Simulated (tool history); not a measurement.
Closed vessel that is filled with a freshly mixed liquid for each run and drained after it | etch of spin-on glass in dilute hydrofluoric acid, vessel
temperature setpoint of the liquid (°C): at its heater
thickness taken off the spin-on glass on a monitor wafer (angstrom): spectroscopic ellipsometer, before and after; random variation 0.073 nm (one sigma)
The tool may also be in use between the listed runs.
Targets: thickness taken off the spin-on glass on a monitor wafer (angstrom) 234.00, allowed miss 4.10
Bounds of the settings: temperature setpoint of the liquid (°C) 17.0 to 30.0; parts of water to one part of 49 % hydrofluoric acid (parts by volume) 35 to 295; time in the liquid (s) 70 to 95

run  hour  temperature setpoint of the liquid (°C)  parts of water to one part of 49 % hydrofluoric acid (parts by volume)  time in the liquid (s)  thickness taken off the spin-on glass on a monitor wafer (angstrom)
  1   0.0                                     22.0                                                                     165                      95                                                               216.64
  2   2.9                                     22.0                                                                     165                      95                                                               218.20
  3   8.9                                     22.0                                                                     115                      95                                                               331.25
  4  13.4                                     20.5                                                                     120                      95                                                               296.46
  5  17.2                                     19.5                                                                     125                      95                                                               271.79
  6  26.5                                     18.0                                                                     125                      95                                                               255.74
  7  30.0                                     17.0                                                                     135                      95                                                               224.22
  8  32.5                                     17.5                                                                     135                      95                                                               228.72

Which of these 4 next moves meets every target?
  A  35.0                                     20.0                                                                     140                      95                                                                    ?
  B  35.0                                     18.0                                                                     135                      95                                                                    ?
  C  35.0                                     19.0                                                                     135                      95                                                                    ?
  D  35.0                                     22.5                                                                     165                      95                                                                    ?

move  thickness taken off the spin-on glass on a monitor wafer (angstrom)
   A                                                               245.04
   B                                                               235.56
   C                                                               245.36
   D                                                               223.30
A: takes the result that was furthest off past its target
B: meets every target
C: takes the result that was furthest off past its target
D: further off than the last run
The right move is B.

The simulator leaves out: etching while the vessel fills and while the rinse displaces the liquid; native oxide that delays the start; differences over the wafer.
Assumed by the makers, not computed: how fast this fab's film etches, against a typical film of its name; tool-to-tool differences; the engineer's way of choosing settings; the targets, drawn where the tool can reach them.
